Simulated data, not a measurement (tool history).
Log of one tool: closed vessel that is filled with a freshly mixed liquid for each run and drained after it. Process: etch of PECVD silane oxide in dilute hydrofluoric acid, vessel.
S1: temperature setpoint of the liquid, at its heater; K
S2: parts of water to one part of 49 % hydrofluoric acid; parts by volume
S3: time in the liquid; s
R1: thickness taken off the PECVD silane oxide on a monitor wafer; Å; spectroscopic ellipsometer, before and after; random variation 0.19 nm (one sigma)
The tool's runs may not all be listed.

run 1 hour=0.0 | S1=299.15 S2=75 S3=30 | R1=119.40
run 2 hour=2.8 | S1=301.65 S2=75 S3=30 | R1=133.29
run 3 hour=9.6 | S1=302.65 S2=70 S3=30 | R1=149.47
run 4 hour=14.2 | S1=303.15 S2=65 S3=30 | R1=164.79
run 5 hour=22.5 | S1=303.15 S2=50 S3=30 | R1=218.30
run 6 hour=24.1 | S1=303.15 S2=50 S3=30 | R1=216.44

Forecast run 7:
run 7 hour=30.2 | S1=303.65 S2=50 S3=30 | R1=?

{"run 7": {"R1": 222.83}}

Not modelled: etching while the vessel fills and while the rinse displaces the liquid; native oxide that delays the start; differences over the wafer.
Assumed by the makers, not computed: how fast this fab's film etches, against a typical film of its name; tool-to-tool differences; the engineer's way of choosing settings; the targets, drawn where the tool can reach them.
